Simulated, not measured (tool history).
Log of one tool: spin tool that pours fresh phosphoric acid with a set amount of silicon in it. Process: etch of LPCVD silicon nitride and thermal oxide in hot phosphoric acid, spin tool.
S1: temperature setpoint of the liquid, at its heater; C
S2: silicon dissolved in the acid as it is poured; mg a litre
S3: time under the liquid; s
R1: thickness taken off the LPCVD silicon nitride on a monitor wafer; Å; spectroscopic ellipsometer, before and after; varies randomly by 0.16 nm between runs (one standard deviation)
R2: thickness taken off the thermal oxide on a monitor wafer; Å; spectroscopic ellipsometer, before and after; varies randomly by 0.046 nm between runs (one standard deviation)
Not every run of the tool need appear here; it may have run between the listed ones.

run	hour	S1	S2	S3	R1	R2
1	0.0	162.0	27.5	165	154.51	3.4362
2	3.4	162.0	27.5	110	103.15	2.0670
3	3.9	163.0	27.5	130	125.54	2.8400
4	6.1	164.0	28.5	145	142.47	2.7468
5	10.8	164.5	26.0	155	156.62	4.0066
6	17.6	165.0	26.5	160	165.39	3.2507
7	21.4	165.5	24.0	165	172.96	4.6099
8	29.6	166.0	24.0	170	178.28	4.6631

Run 9 has not been measured yet. What should we expect?
9	32.2	166.0	24.0	175	?	?

For run 9 the tool returned R1 184.57 Å, R2 4.8467 Å.

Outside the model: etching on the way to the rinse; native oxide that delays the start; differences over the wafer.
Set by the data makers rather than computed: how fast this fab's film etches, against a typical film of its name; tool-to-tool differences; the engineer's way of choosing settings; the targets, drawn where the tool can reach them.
